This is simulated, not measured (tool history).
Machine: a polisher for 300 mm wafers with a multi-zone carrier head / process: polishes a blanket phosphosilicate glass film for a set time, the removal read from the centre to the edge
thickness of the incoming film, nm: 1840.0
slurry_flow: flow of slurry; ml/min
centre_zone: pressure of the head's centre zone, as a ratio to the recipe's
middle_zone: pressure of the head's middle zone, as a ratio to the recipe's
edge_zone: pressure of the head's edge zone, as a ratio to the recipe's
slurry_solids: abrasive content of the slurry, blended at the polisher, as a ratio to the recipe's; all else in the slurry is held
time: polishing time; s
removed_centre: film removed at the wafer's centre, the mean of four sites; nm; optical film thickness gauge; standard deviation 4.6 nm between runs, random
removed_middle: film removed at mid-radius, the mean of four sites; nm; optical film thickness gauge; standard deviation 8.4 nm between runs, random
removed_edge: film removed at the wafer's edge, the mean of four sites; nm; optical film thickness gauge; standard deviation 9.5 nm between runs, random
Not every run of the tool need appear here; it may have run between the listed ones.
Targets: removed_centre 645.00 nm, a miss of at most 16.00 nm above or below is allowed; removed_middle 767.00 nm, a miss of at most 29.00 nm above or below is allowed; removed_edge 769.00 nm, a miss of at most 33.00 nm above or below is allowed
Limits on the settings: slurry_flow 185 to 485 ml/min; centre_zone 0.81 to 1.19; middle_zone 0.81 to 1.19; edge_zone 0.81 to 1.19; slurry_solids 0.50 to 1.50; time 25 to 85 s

Run 1, hour 0.0: slurry_flow 310 ml/min, centre_zone 1.00, middle_zone 1.00, edge_zone 1.00, slurry_solids 1.00, time 55 s. Result: removed_centre 584.19 nm, removed_middle 591.38 nm, removed_edge 600.26 nm.
Run 2, hour 7.8: slurry_flow 370 ml/min, centre_zone 1.00, middle_zone 1.00, edge_zone 1.00, slurry_solids 1.00, time 55 s. Result: removed_centre 596.91 nm, removed_middle 594.51 nm, removed_edge 593.07 nm.
Run 3, hour 13.4: slurry_flow 445 ml/min, centre_zone 1.00, middle_zone 1.00, edge_zone 1.00, slurry_solids 1.00, time 55 s. Result: removed_centre 605.73 nm, removed_middle 612.90 nm, removed_edge 613.19 nm.
Run 4, hour 20.8: slurry_flow 445 ml/min, centre_zone 1.00, middle_zone 1.05, edge_zone 1.00, slurry_solids 1.00, time 55 s. Result: removed_centre 601.44 nm, removed_middle 645.54 nm, removed_edge 614.85 nm.
Run 5, hour 25.6: slurry_flow 445 ml/min, centre_zone 0.99, middle_zone 1.06, edge_zone 1.05, slurry_solids 1.05, time 55 s. Result: removed_centre 622.69 nm, removed_middle 652.09 nm, removed_edge 632.21 nm.
Run 6, hour 32.5: slurry_flow 445 ml/min, centre_zone 0.99, middle_zone 0.98, edge_zone 1.05, slurry_solids 1.05, time 55 s. Result: removed_centre 620.93 nm, removed_middle 613.00 nm, removed_edge 645.92 nm.
Run 7, hour 41.4: slurry_flow 450 ml/min, centre_zone 0.95, middle_zone 1.01, edge_zone 1.07, slurry_solids 1.15, time 55 s. Result: removed_centre 633.41 nm, removed_middle 661.21 nm, removed_edge 676.19 nm.
Run 8, hour 42.4: slurry_flow 455 ml/min, centre_zone 0.92, middle_zone 1.02, edge_zone 1.09, slurry_solids 1.20, time 55 s. Result: removed_centre 625.30 nm, removed_middle 675.97 nm, removed_edge 699.97 nm.
Run 9, hour 48.0: slurry_flow 455 ml/min, centre_zone 0.91, middle_zone 1.04, edge_zone 1.10, slurry_solids 1.25, time 55 s. Result: removed_centre 636.28 nm, removed_middle 699.67 nm, removed_edge 723.55 nm.
Run 10, hour 56.8: slurry_flow 455 ml/min, centre_zone 0.90, middle_zone 1.06, edge_zone 1.11, slurry_solids 1.25, time 55 s. Result: removed_centre 633.62 nm, removed_middle 719.48 nm, removed_edge 732.11 nm.
Run 11, hour 57.7: slurry_flow 455 ml/min, centre_zone 0.90, middle_zone 1.07, edge_zone 1.12, slurry_solids 1.25, time 55 s. Result: removed_centre 638.66 nm, removed_middle 725.30 nm, removed_edge 729.77 nm.

4 next moves are on the table. One of them brings every result within its allowed miss. Which?
Run A, hour 58.6: slurry_flow 405 ml/min, centre_zone 0.85, middle_zone 1.01, edge_zone 1.13, slurry_solids 1.30, time 61 s. Result: removed_centre ?, removed_middle ?, removed_edge ?.
Run B, hour 58.6: slurry_flow 440 ml/min, centre_zone 0.93, middle_zone 1.14, edge_zone 1.09, slurry_solids 1.20, time 56 s. Result: removed_centre ?, removed_middle ?, removed_edge ?.
Run C, hour 58.6: slurry_flow 450 ml/min, centre_zone 0.87, middle_zone 1.08, edge_zone 1.13, slurry_solids 1.50, time 53 s. Result: removed_centre ?, removed_middle ?, removed_edge ?.
Run D, hour 58.6: slurry_flow 485 ml/min, centre_zone 0.94, middle_zone 1.14, edge_zone 0.99, slurry_solids 1.25, time 53 s. Result: removed_centre ?, removed_middle ?, removed_edge ?.

move  removed_centre  removed_middle  removed_edge
   A          684.30          770.27        825.89
   B          654.21          752.02        718.12
   C          650.27          756.06        767.54
   D          641.91          731.12        664.88
A: puts the biggest miss on target and leaves a different result outside tolerance
B: puts the biggest miss on target and leaves a different result outside tolerance
C: all results in spec
D: moves away from the targets compared with the last run
So the answer is move C, the one that meets all the targets.
